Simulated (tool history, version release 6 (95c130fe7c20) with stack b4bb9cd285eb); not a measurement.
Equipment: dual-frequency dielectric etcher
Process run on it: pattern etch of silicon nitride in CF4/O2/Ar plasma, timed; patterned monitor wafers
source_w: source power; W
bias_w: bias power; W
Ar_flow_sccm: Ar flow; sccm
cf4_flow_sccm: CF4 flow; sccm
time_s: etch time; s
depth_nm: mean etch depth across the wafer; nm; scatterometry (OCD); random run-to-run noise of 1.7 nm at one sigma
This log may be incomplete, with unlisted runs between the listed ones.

run  hour  source_w  bias_w  Ar_flow_sccm  cf4_flow_sccm  time_s  depth_nm
  1   0.0       480      35           114             88   282.5    417.28
  2   4.6       420      34           115             88   282.5    357.75
  3   8.5       510      34           115             88   282.5    439.71
  4  15.2       470      34           115             88   282.5    402.07
  5  20.4       470      34           127             88   282.5    397.27
  6  26.3       420      34           127             88   282.5    350.72
  7  27.5       400      34           127             88   282.5    335.60

Expected results for the next run?
  8  30.2       330      33           128             88   282.5         ?

Logged for run 8: depth_nm 263.89 nm.

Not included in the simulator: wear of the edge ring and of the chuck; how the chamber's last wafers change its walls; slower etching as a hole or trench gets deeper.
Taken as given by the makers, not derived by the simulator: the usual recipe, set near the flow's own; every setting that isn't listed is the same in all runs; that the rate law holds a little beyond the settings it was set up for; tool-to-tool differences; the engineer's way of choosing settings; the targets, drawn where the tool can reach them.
